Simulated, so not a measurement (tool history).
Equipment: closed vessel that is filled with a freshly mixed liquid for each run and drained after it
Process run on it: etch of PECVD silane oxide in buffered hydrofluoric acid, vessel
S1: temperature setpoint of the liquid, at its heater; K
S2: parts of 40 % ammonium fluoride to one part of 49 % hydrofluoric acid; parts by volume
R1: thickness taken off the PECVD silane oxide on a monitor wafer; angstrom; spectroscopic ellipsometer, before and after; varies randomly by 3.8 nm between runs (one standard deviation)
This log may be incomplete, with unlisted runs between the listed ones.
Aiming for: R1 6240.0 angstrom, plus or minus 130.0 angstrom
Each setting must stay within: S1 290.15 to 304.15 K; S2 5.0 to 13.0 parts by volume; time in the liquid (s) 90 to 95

Run 1, hour 0.0: S1 296.15 K, S2 8.0 parts by volume, time in the liquid (s) 90. Result: R1 3511.6 angstrom.
Run 2, hour 5.5: S1 297.15 K, S2 8.0 parts by volume, time in the liquid (s) 90. Result: R1 3704.0 angstrom.
Run 3, hour 13.3: S1 298.15 K, S2 8.0 parts by volume, time in the liquid (s) 90. Result: R1 3945.9 angstrom.
Run 4, hour 15.3: S1 299.15 K, S2 8.0 parts by volume, time in the liquid (s) 90. Result: R1 4135.3 angstrom.
Run 5, hour 16.4: S1 299.15 K, S2 8.0 parts by volume, time in the liquid (s) 95. Result: R1 4386.1 angstrom.
Run 6, hour 20.5: S1 299.65 K, S2 8.0 parts by volume, time in the liquid (s) 95. Result: R1 4471.1 angstrom.
Run 7, hour 22.9: S1 300.15 K, S2 8.0 parts by volume, time in the liquid (s) 95. Result: R1 4607.6 angstrom.
Run 8, hour 31.7: S1 300.65 K, S2 8.0 parts by volume, time in the liquid (s) 95. Result: R1 4721.2 angstrom.
Run 9, hour 35.7: S1 301.15 K, S2 8.0 parts by volume, time in the liquid (s) 95. Result: R1 4818.0 angstrom.
Run 10, hour 43.1: S1 301.65 K, S2 8.0 parts by volume, time in the liquid (s) 95. Result: R1 4945.7 angstrom.
Run 11, hour 50.4: S1 302.15 K, S2 8.0 parts by volume, time in the liquid (s) 95. Result: R1 5122.9 angstrom.
Run 12, hour 54.3: S1 304.15 K, S2 7.0 parts by volume, time in the liquid (s) 95. Result: R1 6578.8 angstrom.

Consider the 4 candidate settings below. Which is the only one whose results all fall within their allowed miss of target?
Run A, hour 58.2: S1 300.15 K, S2 5.5 parts by volume, time in the liquid (s) 95. Result: R1 ?.
Run B, hour 58.2: S1 304.15 K, S2 7.0 parts by volume, time in the liquid (s) 90. Result: R1 ?.
Run C, hour 58.2: S1 302.65 K, S2 6.0 parts by volume, time in the liquid (s) 90. Result: R1 ?.
Run D, hour 58.2: S1 303.15 K, S2 6.0 parts by volume, time in the liquid (s) 90. Result: R1 ?.

move      R1
   A  6570.7
   B  6247.9
   C  6600.9
   D  6776.2
A: no nearer and no further than the last run
B: every result within its allowed miss
C: its largest miss is bigger than the last run's
D: its largest miss is bigger than the last run's
Correct choice: B, which meets every target

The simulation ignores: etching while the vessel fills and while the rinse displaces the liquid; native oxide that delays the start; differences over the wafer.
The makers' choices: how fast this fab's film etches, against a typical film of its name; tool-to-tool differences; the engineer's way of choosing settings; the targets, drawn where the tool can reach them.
